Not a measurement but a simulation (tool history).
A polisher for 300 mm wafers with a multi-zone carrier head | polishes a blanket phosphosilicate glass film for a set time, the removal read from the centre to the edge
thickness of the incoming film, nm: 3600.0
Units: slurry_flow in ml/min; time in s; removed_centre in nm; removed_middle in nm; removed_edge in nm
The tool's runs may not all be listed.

run,hour,slurry_flow,centre_zone,middle_zone,edge_zone,slurry_solids,time,removed_centre,removed_middle,removed_edge
1,0.0,210,1.00,1.00,1.00,1.00,57,796.82,794.09,783.93
2,6.8,210,1.00,1.00,1.00,1.00,44,599.80,634.65,606.94
3,10.0,210,1.00,1.00,0.93,1.00,44,606.79,629.67,601.89
4,12.9,210,1.00,1.00,0.87,1.00,44,603.59,619.69,581.00
5,17.7,210,1.00,0.94,0.87,1.00,44,599.22,607.39,570.46
6,21.9,215,1.02,0.96,0.91,1.10,45,667.15,650.52,633.05

Forecast run 7:
7,29.6,220,1.04,0.99,0.93,1.15,45,?,?,?

removed_centre: 708.94 nm
removed_middle: 669.77 nm
removed_edge: 653.98 nm
